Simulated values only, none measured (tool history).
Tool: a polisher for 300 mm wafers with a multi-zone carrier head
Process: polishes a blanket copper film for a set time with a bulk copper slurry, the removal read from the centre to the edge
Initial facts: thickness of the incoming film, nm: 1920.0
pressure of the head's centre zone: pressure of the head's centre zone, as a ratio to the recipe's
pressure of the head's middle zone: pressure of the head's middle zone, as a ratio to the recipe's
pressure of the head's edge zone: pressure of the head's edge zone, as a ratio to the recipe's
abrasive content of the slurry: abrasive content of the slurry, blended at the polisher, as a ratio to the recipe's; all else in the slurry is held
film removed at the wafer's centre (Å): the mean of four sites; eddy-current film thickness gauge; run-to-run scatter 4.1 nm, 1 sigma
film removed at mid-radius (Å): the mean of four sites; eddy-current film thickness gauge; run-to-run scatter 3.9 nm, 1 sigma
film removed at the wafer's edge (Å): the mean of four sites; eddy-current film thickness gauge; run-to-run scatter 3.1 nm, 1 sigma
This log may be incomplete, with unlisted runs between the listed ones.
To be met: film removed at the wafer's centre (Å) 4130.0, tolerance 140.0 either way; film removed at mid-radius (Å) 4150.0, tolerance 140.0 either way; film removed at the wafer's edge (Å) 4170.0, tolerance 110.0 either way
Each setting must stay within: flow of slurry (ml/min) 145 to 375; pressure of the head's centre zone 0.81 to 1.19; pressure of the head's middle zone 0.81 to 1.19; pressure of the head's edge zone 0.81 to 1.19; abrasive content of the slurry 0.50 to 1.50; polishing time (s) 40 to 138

| run | hour | flow of slurry (ml/min) | pressure of the head's centre zone | pressure of the head's middle zone | pressure of the head's edge zone | abrasive content of the slurry | polishing time (s) | film removed at the wafer's centre (Å) | film removed at mid-radius (Å) | film removed at the wafer's edge (Å) |
|---|---|---|---|---|---|---|---|---|---|---|
| 1 | 0.0 | 240 | 1.00 | 1.00 | 1.00 | 1.00 | 88 | 6486.8 | 6589.7 | 6691.2 |
| 2 | 3.9 | 235 | 0.99 | 0.98 | 0.96 | 0.85 | 80 | 5640.7 | 5582.8 | 5659.0 |
| 3 | 7.9 | 230 | 0.96 | 0.96 | 0.92 | 0.75 | 77 | 5038.9 | 5143.4 | 5147.5 |
| 4 | 10.6 | 230 | 0.96 | 0.99 | 0.92 | 0.75 | 77 | 4965.7 | 5295.3 | 5125.4 |
| 5 | 12.5 | 230 | 1.01 | 0.99 | 0.92 | 0.75 | 77 | 5221.7 | 5134.1 | 5131.9 |
| 6 | 15.4 | 220 | 0.99 | 0.97 | 0.89 | 0.65 | 75 | 4863.0 | 4765.0 | 4636.7 |
| 7 | 22.2 | 210 | 0.96 | 0.94 | 0.88 | 0.60 | 75 | 4446.1 | 4419.5 | 4469.8 |
| 8 | 30.9 | 195 | 0.96 | 0.94 | 0.87 | 0.60 | 75 | 4389.0 | 4394.2 | 4430.7 |
| 9 | 31.8 | 185 | 0.96 | 0.94 | 0.85 | 0.60 | 75 | 4408.3 | 4450.6 | 4372.0 |
| 10 | 33.0 | 180 | 0.95 | 0.93 | 0.84 | 0.60 | 75 | 4277.8 | 4320.7 | 4339.6 |
| 11 | 37.7 | 175 | 0.95 | 0.93 | 0.83 | 0.60 | 75 | 4289.3 | 4296.7 | 4334.1 |
| 12 | 45.0 | 175 | 0.95 | 0.93 | 0.82 | 0.60 | 75 | 4348.4 | 4325.9 | 4269.9 |

Of the 5 settings listed for the next run, only one would bring every result within its allowed miss of target. Which one?
| A | 52.3 | 150 | 1.06 | 0.92 | 0.81 | 0.75 | 70 | ? | ? | ? |
| B | 52.3 | 175 | 0.98 | 0.92 | 0.81 | 0.50 | 83 | ? | ? | ? |
| C | 52.3 | 210 | 0.98 | 1.01 | 0.81 | 0.70 | 72 | ? | ? | ? |
| D | 52.3 | 235 | 0.96 | 0.97 | 0.81 | 0.55 | 76 | ? | ? | ? |
| E | 52.3 | 190 | 0.95 | 0.93 | 0.86 | 0.80 | 65 | ? | ? | ? |

| move | film removed at the wafer's centre (Å) | film removed at mid-radius (Å) | film removed at the wafer's edge (Å) |
|---|---|---|---|
| A | 4629.0 | 4125.0 | 4152.2 |
| B | 4644.9 | 4438.2 | 4424.8 |
| C | 4662.6 | 4745.4 | 4380.6 |
| D | 4551.5 | 4578.3 | 4336.5 |
| E | 4174.9 | 4131.0 | 4178.7 |
A: moves away from the targets compared with the last run
B: moves away from the targets compared with the last run
C: moves away from the targets compared with the last run
D: moves away from the targets compared with the last run
E: meets every target
Answer: E

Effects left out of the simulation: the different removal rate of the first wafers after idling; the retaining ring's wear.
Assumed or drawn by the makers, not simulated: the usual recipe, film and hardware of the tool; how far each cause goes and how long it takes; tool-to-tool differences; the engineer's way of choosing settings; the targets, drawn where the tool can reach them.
